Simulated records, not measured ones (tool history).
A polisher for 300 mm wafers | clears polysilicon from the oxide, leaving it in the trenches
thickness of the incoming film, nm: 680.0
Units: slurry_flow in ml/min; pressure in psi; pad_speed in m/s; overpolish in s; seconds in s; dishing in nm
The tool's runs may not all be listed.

| run | hour | slurry_flow | pressure | pad_speed | overpolish | seconds | dishing |
|---|---|---|---|---|---|---|---|
| 1 | 0.0 | 235 | 2.7 | 1.24 | 9 | 40.149 | 52.453 |
| 2 | 3.6 | 235 | 2.7 | 0.94 | 9 | 51.409 | 48.291 |
| 3 | 10.5 | 235 | 2.7 | 1.20 | 9 | 41.017 | 52.675 |
| 4 | 14.2 | 235 | 2.7 | 1.50 | 9 | 33.358 | 55.950 |
| 5 | 19.8 | 235 | 2.7 | 1.30 | 9 | 37.719 | 54.951 |
| 6 | 27.5 | 235 | 2.7 | 1.18 | 8 | 42.467 | 50.595 |
| 7 | 31.7 | 235 | 2.7 | 1.08 | 7 | 44.522 | 47.159 |
| 8 | 40.1 | 235 | 2.7 | 1.00 | 6 | 48.819 | 42.311 |
| 9 | 49.1 | 235 | 2.7 | 0.92 | 6 | 52.477 | 42.156 |
| 10 | 50.3 | 235 | 2.7 | 0.86 | 6 | 55.526 | 39.576 |
| 11 | 59.4 | 235 | 2.7 | 0.82 | 6 | 58.847 | 38.580 |
|  | 65.7 | slurry nozzle cleaned |
| 12 | 65.7 | 235 | 2.7 | 0.82 | 6 | 55.889 | 38.762 |
| 13 | 66.5 | 235 | 2.7 | 0.78 | 6 | 58.336 | 37.896 |
| 14 | 75.4 | 235 | 2.7 | 0.74 | 6 | 61.502 | 36.734 |
| 15 | 81.3 | 235 | 2.7 | 0.72 | 6 | 64.563 | 36.439 |
| 16 | 86.6 | 235 | 2.7 | 0.72 | 6 | 62.130 | 36.994 |

Run 17 comes next. What will it give?
| 17 | 91.5 | 235 | 2.7 | 0.70 | 6 | ? | ? |

{"run 17": {"seconds": 65.012, "dishing": 34.544}}
